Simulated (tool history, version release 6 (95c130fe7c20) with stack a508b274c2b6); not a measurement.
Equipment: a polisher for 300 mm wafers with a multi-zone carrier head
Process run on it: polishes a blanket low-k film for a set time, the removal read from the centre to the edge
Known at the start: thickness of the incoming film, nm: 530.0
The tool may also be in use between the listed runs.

run	hour	flow of slurry (ml/min)	pressure of the head's centre zone	pressure of the head's middle zone	pressure of the head's edge zone	abrasive content of the slurry	polishing time (s)	film removed at the wafer's centre (Å)	film removed at mid-radius (Å)	film removed at the wafer's edge (Å)
1	0.0	260	1.00	1.00	1.00	1.00	66	178.99	188.67	185.30
2	2.6	260	1.00	1.00	1.03	1.10	69	198.77	203.23	209.69
3	4.1	260	1.00	1.00	1.03	1.25	69	213.98	216.22	217.00
4	9.8	260	0.94	1.00	1.03	1.25	69	192.79	213.69	214.43
5	18.6	260	0.95	1.01	1.06	1.30	71	207.73	227.00	230.01
6	27.3	260	0.96	1.02	1.09	1.35	73	212.22	240.90	246.32
7	32.0	265	0.99	1.03	1.11	1.40	74	231.91	243.52	248.12
8	36.8	265	0.99	1.03	1.12	1.40	76	238.45	251.33	260.81

Expected results for the next run?
9	45.7	290	1.04	1.07	1.19	1.50	79	?	?	?

{"run 9": {"film removed at the wafer's centre (Å)": 271.19, "film removed at mid-radius (Å)": 273.23, "film removed at the wafer's edge (Å)": 286.78}}
